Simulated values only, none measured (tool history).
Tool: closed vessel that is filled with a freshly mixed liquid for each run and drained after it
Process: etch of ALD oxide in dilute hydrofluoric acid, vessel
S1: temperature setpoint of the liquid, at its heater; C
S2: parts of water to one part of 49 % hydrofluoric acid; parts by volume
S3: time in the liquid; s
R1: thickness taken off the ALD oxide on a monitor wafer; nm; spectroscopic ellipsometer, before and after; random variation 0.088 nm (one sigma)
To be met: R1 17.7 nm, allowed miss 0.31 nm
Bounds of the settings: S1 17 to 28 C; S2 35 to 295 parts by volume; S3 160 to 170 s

{"run": 1, "hour": 0.0, "S1": 20, "S2": 165, "S3": 160, "R1": 11.44}
{"run": 2, "hour": 6.9, "S1": 20, "S2": 190, "S3": 160, "R1": 9.6852}
{"run": 3, "hour": 13.4, "S1": 20, "S2": 170, "S3": 160, "R1": 10.976}
{"run": 4, "hour": 19.9, "S1": 22.5, "S2": 165, "S3": 160, "R1": 12.492}
{"run": 5, "hour": 25.0, "S1": 22.5, "S2": 165, "S3": 170, "R1": 13.335}
{"hour": 31.4, "done": "hydrofluoric acid flow meter replaced"}
{"run": 6, "hour": 31.4, "S1": 24, "S2": 160, "S3": 170, "R1": 16.353}
{"run": 7, "hour": 35.8, "S1": 24.5, "S2": 160, "S3": 170, "R1": 16.673}
{"run": 8, "hour": 36.4, "S1": 25, "S2": 160, "S3": 170, "R1": 17.039}

5 next moves are on the table. One of them brings every result within its allowed miss. Which?
{"run": "A", "hour": 37.0, "S1": 20.5, "S2": 130, "S3": 160, "R1": "?"}
{"run": "B", "hour": 37.0, "S1": 26.5, "S2": 170, "S3": 165, "R1": "?"}
{"run": "C", "hour": 37.0, "S1": 24.5, "S2": 150, "S3": 165, "R1": "?"}
{"run": "D", "hour": 37.0, "S1": 27.5, "S2": 170, "S3": 160, "R1": "?"}
{"run": "E", "hour": 37.0, "S1": 28, "S2": 180, "S3": 160, "R1": "?"}

move=A R1=17.256
move=B R1=16.379
move=C R1=17.633
move=D R1=16.474
move=E R1=15.652
A: nearer than the last run, and not there yet
B: further off than the last run
C: meets every target
D: further off than the last run
E: further off than the last run
Answer: C
